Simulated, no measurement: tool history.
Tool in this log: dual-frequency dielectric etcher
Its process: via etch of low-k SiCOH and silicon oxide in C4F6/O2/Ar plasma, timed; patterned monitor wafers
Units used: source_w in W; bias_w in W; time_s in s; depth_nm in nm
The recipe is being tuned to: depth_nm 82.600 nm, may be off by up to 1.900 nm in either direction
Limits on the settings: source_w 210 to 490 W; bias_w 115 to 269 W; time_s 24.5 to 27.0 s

Run 1, day 0.000: source_w 350 W, bias_w 192 W, time_s 27.0 s. Result: depth_nm 64.332 nm.
Run 2, day 0.354: source_w 380 W, bias_w 205 W, time_s 27.0 s. Result: depth_nm 68.311 nm.
Run 3, day 0.675: source_w 430 W, bias_w 205 W, time_s 27.0 s. Result: depth_nm 72.131 nm.
Run 4, day 0.704: source_w 440 W, bias_w 214 W, time_s 27.0 s. Result: depth_nm 73.863 nm.
Run 5, day 0.762: source_w 450 W, bias_w 222 W, time_s 27.0 s. Result: depth_nm 76.695 nm.
Run 6, day 0.938: source_w 450 W, bias_w 205 W, time_s 27.0 s. Result: depth_nm 74.502 nm.
Run 7, day 1.125: source_w 460 W, bias_w 213 W, time_s 27.0 s. Result: depth_nm 76.338 nm.
Run 8, day 1.338: source_w 470 W, bias_w 218 W, time_s 27.0 s. Result: depth_nm 78.112 nm.
Run 9, day 1.446: source_w 470 W, bias_w 222 W, time_s 27.0 s. Result: depth_nm 77.653 nm.
Run 10, day 1.696: source_w 470 W, bias_w 228 W, time_s 27.0 s. Result: depth_nm 78.852 nm.
Run 11, day 1.817: source_w 470 W, bias_w 231 W, time_s 27.0 s. Result: depth_nm 79.253 nm.

Which single option among these 5 for the next run brings every result within its allowed miss of target? Just one does.
Run A, day 1.938: source_w 490 W, bias_w 262 W, time_s 26.0 s. Result: depth_nm ?.
Run B, day 1.938: source_w 440 W, bias_w 243 W, time_s 26.0 s. Result: depth_nm ?.
Run C, day 1.938: source_w 460 W, bias_w 244 W, time_s 26.5 s. Result: depth_nm ?.
Run D, day 1.938: source_w 480 W, bias_w 221 W, time_s 25.0 s. Result: depth_nm ?.
Run E, day 1.938: source_w 490 W, bias_w 222 W, time_s 26.5 s. Result: depth_nm ?.

move  depth_nm
   A    81.046
   B    74.839
   C    78.044
   D    72.392
   E    77.621
A: every result lands within tolerance
B: its largest miss is bigger than the last run's
C: its largest miss is bigger than the last run's
D: its largest miss is bigger than the last run's
E: its largest miss is bigger than the last run's
Answer: A
